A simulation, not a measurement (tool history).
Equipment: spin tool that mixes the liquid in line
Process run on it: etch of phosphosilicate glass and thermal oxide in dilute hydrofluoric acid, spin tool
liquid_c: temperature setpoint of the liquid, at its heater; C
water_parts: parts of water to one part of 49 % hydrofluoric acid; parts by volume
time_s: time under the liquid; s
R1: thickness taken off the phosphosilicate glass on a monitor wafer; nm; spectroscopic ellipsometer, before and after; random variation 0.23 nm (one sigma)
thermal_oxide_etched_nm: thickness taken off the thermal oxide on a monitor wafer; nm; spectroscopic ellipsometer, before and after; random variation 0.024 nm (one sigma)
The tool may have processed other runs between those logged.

run 1 hour=0.0 | liquid_c=24 water_parts=155 time_s=85 | R1=33.006 thermal_oxide_etched_nm=2.4894
run 2 hour=6.6 | liquid_c=24 water_parts=155 time_s=55 | R1=21.348 thermal_oxide_etched_nm=1.5491
run 3 hour=14.0 | liquid_c=24 water_parts=155 time_s=80 | R1=31.049 thermal_oxide_etched_nm=2.3377
run 4 hour=18.4 | liquid_c=24 water_parts=155 time_s=55 | R1=21.415 thermal_oxide_etched_nm=1.5901
run 5 hour=23.9 | liquid_c=25 water_parts=155 time_s=55 | R1=21.881 thermal_oxide_etched_nm=1.6482
run 6 hour=26.3 | liquid_c=25 water_parts=200 time_s=55 | R1=16.398 thermal_oxide_etched_nm=1.2138
run 7 hour=33.6 | liquid_c=26 water_parts=190 time_s=55 | R1=18.051 thermal_oxide_etched_nm=1.3275

What will run 8 give?
run 8 hour=38.9 | liquid_c=27 water_parts=185 time_s=55 | R1=? thermal_oxide_etched_nm=?

{"run 8": {"R1": 19.096, "thermal_oxide_etched_nm": 1.4251}}
